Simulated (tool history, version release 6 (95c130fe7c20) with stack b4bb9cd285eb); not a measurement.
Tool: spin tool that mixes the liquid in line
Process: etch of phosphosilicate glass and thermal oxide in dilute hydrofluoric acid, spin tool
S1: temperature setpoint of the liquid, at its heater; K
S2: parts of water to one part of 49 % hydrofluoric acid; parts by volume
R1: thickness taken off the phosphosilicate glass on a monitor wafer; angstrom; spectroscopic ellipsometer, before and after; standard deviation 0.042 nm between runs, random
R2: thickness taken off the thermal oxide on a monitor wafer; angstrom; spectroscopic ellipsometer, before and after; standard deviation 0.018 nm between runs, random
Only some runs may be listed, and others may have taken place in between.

{"run": 1, "hour": 0.0, "S1": 294.15, "S2": 180, "time under the liquid (s)": 30, "R1": 142.66, "R2": 6.1522}
{"run": 2, "hour": 6.3, "S1": 294.15, "S2": 180, "time under the liquid (s)": 40, "R1": 190.43, "R2": 9.201}
{"run": 3, "hour": 13.5, "S1": 294.15, "S2": 140, "time under the liquid (s)": 40, "R1": 255.46, "R2": 10.404}
{"run": 4, "hour": 17.7, "S1": 294.15, "S2": 140, "time under the liquid (s)": 50, "R1": 317.29, "R2": 14.433}
{"run": 5, "hour": 24.4, "S1": 296.15, "S2": 140, "time under the liquid (s)": 50, "R1": 342.93, "R2": 15.2}
{"run": 6, "hour": 32.0, "S1": 296.15, "S2": 180, "time under the liquid (s)": 50, "R1": 255.14, "R2": 10.953}
{"run": 7, "hour": 37.2, "S1": 296.15, "S2": 180, "time under the liquid (s)": 50, "R1": 256.99, "R2": 11.315}

For run 8, what comes out?
{"run": 8, "hour": 39.2, "S1": 295.65, "S2": 215, "time under the liquid (s)": 50, "R1": "?", "R2": "?"}

{"run 8": {"R1": 201.68, "R2": 9.0114}}
